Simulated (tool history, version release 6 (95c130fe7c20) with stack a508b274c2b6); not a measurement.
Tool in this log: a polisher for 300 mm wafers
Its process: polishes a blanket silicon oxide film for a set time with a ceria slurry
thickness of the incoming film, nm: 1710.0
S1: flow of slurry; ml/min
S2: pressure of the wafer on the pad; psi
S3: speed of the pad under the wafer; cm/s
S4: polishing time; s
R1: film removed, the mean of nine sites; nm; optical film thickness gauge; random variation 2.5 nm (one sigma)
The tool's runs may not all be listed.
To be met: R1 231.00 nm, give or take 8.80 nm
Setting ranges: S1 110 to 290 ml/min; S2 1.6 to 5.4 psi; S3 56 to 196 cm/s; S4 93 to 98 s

{"run": 1, "hour": 0.0, "S1": 185, "S2": 3.5, "S3": 126, "S4": 93, "R1": 505.35}
{"run": 2, "hour": 2.6, "S1": 185, "S2": 3.5, "S3": 126, "S4": 93, "R1": 509.09}
{"run": 3, "hour": 3.2, "S1": 185, "S2": 4.0, "S3": 126, "S4": 93, "R1": 558.84}
{"run": 4, "hour": 5.7, "S1": 150, "S2": 4.0, "S3": 126, "S4": 93, "R1": 551.39}
{"run": 5, "hour": 12.7, "S1": 150, "S2": 4.0, "S3": 108, "S4": 93, "R1": 475.98}
{"run": 6, "hour": 16.7, "S1": 150, "S2": 3.6, "S3": 104, "S4": 93, "R1": 421.71}
{"run": 7, "hour": 22.4, "S1": 150, "S2": 3.3, "S3": 100, "S4": 93, "R1": 378.29}
{"run": 8, "hour": 30.9, "S1": 150, "S2": 3.0, "S3": 98, "S4": 93, "R1": 344.89}
{"run": 9, "hour": 36.0, "S1": 150, "S2": 2.8, "S3": 96, "S4": 93, "R1": 311.46}
{"run": 10, "hour": 40.8, "S1": 150, "S2": 2.6, "S3": 96, "S4": 93, "R1": 293.77}
{"run": 11, "hour": 42.7, "S1": 150, "S2": 2.5, "S3": 96, "S4": 93, "R1": 290.08}
{"hour": 44.0, "done": "head pressure recalibrated"}
{"run": 12, "hour": 44.0, "S1": 150, "S2": 2.4, "S3": 96, "S4": 93, "R1": 273.46}
{"run": 13, "hour": 47.8, "S1": 150, "S2": 2.3, "S3": 96, "S4": 93, "R1": 265.43}

Below are 4 possible settings for the next run. Only one of them brings all results inside the allowed miss of their targets. Which is it?
{"run": "A", "hour": 51.6, "S1": 185, "S2": 2.8, "S3": 106, "S4": 93, "R1": "?"}
{"run": "B", "hour": 51.6, "S1": 180, "S2": 2.8, "S3": 82, "S4": 93, "R1": "?"}
{"run": "C", "hour": 51.6, "S1": 150, "S2": 2.1, "S3": 90, "S4": 93, "R1": "?"}
{"run": "D", "hour": 51.6, "S1": 160, "S2": 2.5, "S3": 90, "S4": 97, "R1": "?"}

move=A R1=349.82
move=B R1=272.53
move=C R1=235.41
move=D R1=281.08
A: moves away from the targets compared with the last run
B: moves away from the targets compared with the last run
C: every result lands within tolerance
D: moves away from the targets compared with the last run
C meets every target.

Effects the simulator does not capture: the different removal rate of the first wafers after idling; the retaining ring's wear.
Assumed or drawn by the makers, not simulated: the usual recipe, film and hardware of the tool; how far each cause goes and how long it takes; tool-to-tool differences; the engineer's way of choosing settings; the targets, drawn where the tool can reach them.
